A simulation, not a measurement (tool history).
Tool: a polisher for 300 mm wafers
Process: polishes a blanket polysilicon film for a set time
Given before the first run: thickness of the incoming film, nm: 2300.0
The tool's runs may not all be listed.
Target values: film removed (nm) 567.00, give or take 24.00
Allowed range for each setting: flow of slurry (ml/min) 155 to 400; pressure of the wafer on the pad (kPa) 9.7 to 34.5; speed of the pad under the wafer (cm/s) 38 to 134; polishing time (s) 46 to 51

run  hour  flow of slurry (ml/min)  pressure of the wafer on the pad (kPa)  speed of the pad under the wafer (cm/s)  polishing time (s)  film removed (nm)
  1   0.0                      255                                    22.1                                       86                  51             319.08
  2   3.7                      255                                    23.4                                       86                  51             339.44
  3  11.2                      280                                    23.4                                       86                  51             345.69
  4  12.5                      280                                    23.4                                       86                  46             312.85
  5  20.9                      280                                    24.8                                       88                  46             335.24
  6  29.4                      280                                    26.2                                       90                  46             355.08
  7  30.2                      280                                    26.9                                       92                  46             386.68
  8  31.2                      280                                    27.6                                       92                  46             389.17
  9  38.9                      280                                    28.3                                       94                  46             402.65
 10  43.2                      280                                    29.0                                       96                  46             412.67
 11  51.7                      280                                    29.6                                       98                  46             434.24
 12  53.8                      280                                    34.5                                      104                  46             542.55

Exactly one of the 4 candidate moves below puts every result within its allowed miss. Which one?
  A  55.9                      380                                    34.5                                      100                  46                  ?
  B  55.9                      265                                    31.0                                      130                  50                  ?
  C  55.9                      285                                    34.5                                      114                  49                  ?
  D  55.9                      160                                    34.5                                      106                  51                  ?

move  film removed (nm)
   A             524.40
   B             636.39
   C             615.61
   D             550.86
A: misses by more than the last run did
B: the result that was furthest off in the last run now lies on the other side of its target
C: the result that was furthest off in the last run now lies on the other side of its target
D: hits every target within its allowed miss
D is the move that brings every result within its allowed miss.
